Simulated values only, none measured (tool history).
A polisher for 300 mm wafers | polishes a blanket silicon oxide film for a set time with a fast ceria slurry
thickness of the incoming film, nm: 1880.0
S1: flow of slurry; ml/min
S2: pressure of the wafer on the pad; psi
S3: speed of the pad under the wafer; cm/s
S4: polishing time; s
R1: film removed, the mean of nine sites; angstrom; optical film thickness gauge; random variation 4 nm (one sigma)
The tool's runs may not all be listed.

run  hour   S1   S2   S3  S4      R1
  1     0  200  2.7   88  33  4953.8
  2   3.2  240  2.7   88  33  5001.4
  3   5.6  240    3   88  33  5615.6
  4  13.4  240    3  108  33  6352.8
  5  14.1  240    3  124  33  6954.2
  6  16.6  240    3  124  30  6319.7

Run 7 comes next. What will it give?
  7  23.6  240  2.6  120  30   ?

R1: 5334.1 angstrom
